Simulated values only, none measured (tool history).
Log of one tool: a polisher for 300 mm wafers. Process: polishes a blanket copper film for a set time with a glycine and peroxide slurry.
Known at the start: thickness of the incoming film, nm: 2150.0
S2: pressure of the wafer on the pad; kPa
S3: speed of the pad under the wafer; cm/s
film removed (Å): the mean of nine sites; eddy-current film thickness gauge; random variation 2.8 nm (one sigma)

Run 1, hour 0: flow of slurry (ml/min) 185, S2 13.8 kPa, S3 124 cm/s, polishing time (s) 72. Result: film removed (Å) 3276.2.
Run 2, hour 2.3: flow of slurry (ml/min) 185, S2 13.1 kPa, S3 124 cm/s, polishing time (s) 72. Result: film removed (Å) 3152.2.
Run 3, hour 3.7: flow of slurry (ml/min) 185, S2 13.1 kPa, S3 154 cm/s, polishing time (s) 72. Result: film removed (Å) 3805.6.
Run 4, hour 5.4: flow of slurry (ml/min) 185, S2 13.1 kPa, S3 154 cm/s, polishing time (s) 72. Result: film removed (Å) 3767.8.
Run 5, hour 9.3: flow of slurry (ml/min) 185, S2 12.4 kPa, S3 154 cm/s, polishing time (s) 72. Result: film removed (Å) 3688.
Run 6, hour 17.9: flow of slurry (ml/min) 215, S2 12.4 kPa, S3 154 cm/s, polishing time (s) 72. Result: film removed (Å) 3742.6.

Forecast run 7:
Run 7, hour 18.4: flow of slurry (ml/min) 215, S2 11.7 kPa, S3 152 cm/s, polishing time (s) 72. Result: film removed (Å) ?.

Run 7 gave film removed (Å) 3557.3.
